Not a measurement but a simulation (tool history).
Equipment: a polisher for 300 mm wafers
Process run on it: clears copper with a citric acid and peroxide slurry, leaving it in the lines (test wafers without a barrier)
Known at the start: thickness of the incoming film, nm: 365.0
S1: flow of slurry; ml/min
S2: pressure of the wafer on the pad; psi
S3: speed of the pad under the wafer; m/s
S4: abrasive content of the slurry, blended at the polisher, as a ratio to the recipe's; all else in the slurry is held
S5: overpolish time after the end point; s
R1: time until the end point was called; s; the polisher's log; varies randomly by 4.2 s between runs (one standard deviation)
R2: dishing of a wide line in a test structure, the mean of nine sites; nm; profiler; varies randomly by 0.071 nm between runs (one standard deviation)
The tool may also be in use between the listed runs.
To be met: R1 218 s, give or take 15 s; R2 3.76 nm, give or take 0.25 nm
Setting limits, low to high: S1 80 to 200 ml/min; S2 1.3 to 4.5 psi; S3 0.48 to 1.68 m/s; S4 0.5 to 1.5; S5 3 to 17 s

run 1 hour=0 | S1=130 S2=2.9 S3=1.08 S4=1 S5=9 | R1=178.91 R2=12.608
run 2 hour=1.1 | S1=130 S2=2.7 S3=1.08 S4=1 S5=8 | R1=191.19 R2=10.991
run 3 hour=9.7 | S1=130 S2=2.7 S3=1.08 S4=0.8 S5=8 | R1=192.37 R2=10.498
run 4 hour=15.3 | S1=130 S2=2.7 S3=1.02 S4=0.75 S5=7 | R1=219.66 R2=9.0032
run 5 hour=18.7 | S1=120 S2=2.4 S3=1.1 S4=0.7 S5=6 | R1=218.59 R2=7.2015
run 6 hour=26.9 | S1=150 S2=2.4 S3=1.1 S4=0.7 S5=6 | R1=215.54 R2=7.5466
run 7 hour=31.1 | S1=135 S2=2.2 S3=1.18 S4=0.65 S5=5 | R1=224.47 R2=6.1066
run 8 hour=35.7 | S1=135 S2=2.2 S3=1.18 S4=0.65 S5=5 | R1=221.81 R2=5.8905
run 9 hour=44.7 | S1=130 S2=2.1 S3=1.24 S4=0.65 S5=5 | R1=219.82 R2=6.1655
run 10 hour=49.5 | S1=120 S2=1.9 S3=1.3 S4=0.6 S5=5 | R1=237.48 R2=5.5083

Below are 4 possible settings for the next run. Only one of them brings all results inside the allowed miss of their targets. Which is it?
run A hour=54.3 | S1=140 S2=2 S3=1.36 S4=0.5 S5=3 | R1=? R2=?
run B hour=54.3 | S1=145 S2=2.7 S3=1.18 S4=0.6 S5=3 | R1=? R2=?
run C hour=54.3 | S1=135 S2=2.1 S3=1.54 S4=0.55 S5=3 | R1=? R2=?
run D hour=54.3 | S1=135 S2=1.6 S3=1.44 S4=0.6 S5=3 | R1=? R2=?

move=A R1=216.07 R2=3.7219
move=B R1=181.76 R2=4.4155
move=C R1=182.58 R2=4.3869
move=D R1=249.13 R2=3.2332
A: in spec on every target
B: nearer than the last run, and not there yet
C: nearer than the last run, and not there yet
D: moves the result that the last run missed by most past its target, out the other side
A is the move that brings every result within its allowed miss.
